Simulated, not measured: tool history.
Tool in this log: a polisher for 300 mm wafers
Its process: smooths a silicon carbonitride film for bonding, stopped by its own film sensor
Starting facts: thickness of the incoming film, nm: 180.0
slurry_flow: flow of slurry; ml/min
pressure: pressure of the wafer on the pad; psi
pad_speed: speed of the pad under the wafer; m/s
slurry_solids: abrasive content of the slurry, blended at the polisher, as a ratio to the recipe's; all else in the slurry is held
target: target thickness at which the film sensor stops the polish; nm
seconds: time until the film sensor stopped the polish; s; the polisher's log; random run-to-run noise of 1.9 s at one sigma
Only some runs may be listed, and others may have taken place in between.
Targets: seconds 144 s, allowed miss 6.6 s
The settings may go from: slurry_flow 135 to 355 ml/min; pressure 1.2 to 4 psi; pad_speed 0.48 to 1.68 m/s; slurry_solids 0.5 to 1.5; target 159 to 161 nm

run  hour  slurry_flow  pressure  pad_speed  slurry_solids  target  seconds
  1     0          225       2.6       1.08              1     159   68.827
  2   2.2          225       2.6       1.08              1     161    61.97
  3   9.9          225       2.4       1.02              1     161   70.046
  4  11.5          225       2.4       1.02              1     159   78.015
  5  20.5          225       2.4       0.78              1     159   96.606
  6  22.6          275       2.4       0.78              1     159   91.443
  7  27.2          270       2.3       0.78              1     159   96.861
  8  34.6          270       2.2       0.78              1     159   102.02
  9    38          270       2.1       0.78              1     159   109.16
 10    45          270       2.1       0.78              1     159   107.14
 11  49.2          270         2       0.78              1     159   113.77
 12  50.2          270       1.9       0.78              1     159   117.76
 13  57.1          270       1.8       0.78              1     159   123.97
 14  60.7          270       1.4       0.76              1     159   161.03
 15    65          270       1.4       0.76              1     159   162.67
 16  67.2          280       1.5       0.76              1     159   147.67
 17    73          285       1.5       0.76              1     159   148.62
 18  76.8          290       1.5       0.76              1     159    149.9

Exercise: of the 4 proposed moves below, exactly one satisfies all targets within the stated allowed misses. Which move is it?
  A  80.6          290       1.7       0.58            0.9     161        ?
  B  80.6          280       1.3       0.78           1.05     159        ?
  C  80.6          320       1.2        0.8           1.05     161        ?
  D  80.6          285       1.5       0.78           1.05     159        ?

move  seconds
   A   158.76
   B    169.3
   C   159.82
   D   147.62
A: the biggest miss grows against the last run
B: the biggest miss grows against the last run
C: the biggest miss grows against the last run
D: in spec on every target
The move that meets every target is D.

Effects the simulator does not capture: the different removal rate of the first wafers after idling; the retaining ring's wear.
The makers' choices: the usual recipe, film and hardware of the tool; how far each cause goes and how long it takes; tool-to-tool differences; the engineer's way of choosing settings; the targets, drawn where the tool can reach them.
